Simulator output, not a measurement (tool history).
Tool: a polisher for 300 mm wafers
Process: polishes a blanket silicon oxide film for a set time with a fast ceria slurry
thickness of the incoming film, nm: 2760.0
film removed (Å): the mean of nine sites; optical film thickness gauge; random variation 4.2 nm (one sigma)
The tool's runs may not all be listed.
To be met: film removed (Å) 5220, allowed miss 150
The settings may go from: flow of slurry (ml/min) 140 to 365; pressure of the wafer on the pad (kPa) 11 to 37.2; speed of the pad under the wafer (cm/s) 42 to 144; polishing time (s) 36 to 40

run,hour,flow of slurry (ml/min),pressure of the wafer on the pad (kPa),speed of the pad under the wafer (cm/s),polishing time (s),film removed (Å)
1,0,235,24.1,92,40,7941
2,8.1,235,26.9,92,40,8762.5
3,14.5,235,26.9,112,40,10510
4,22.5,235,24.1,110,40,9535.6
5,29.2,235,22.1,108,40,8690.9
6,35.8,235,25.5,108,40,9669.3
# hour 37.7: head pressure recalibrated
7,37.7,235,22.8,106,40,8204.7
8,41.1,235,21.4,106,40,7671.7
9,46.8,235,20,106,40,7374.8
10,55.8,225,13.1,104,40,5442.8

4 next moves are on the table. One of them brings every result within its allowed miss. Which?
A,64.8,255,14.5,98,40,?
B,64.8,225,12.4,102,40,?
C,64.8,275,13.1,104,40,?
D,64.8,225,11,110,37,?

move,film removed (Å)
A,5591
B,5200.2
C,5595.5
D,4816.5
A: further off than the last run
B: meets every target
C: further off than the last run
D: takes the result that was furthest off past its target
The right move is B.
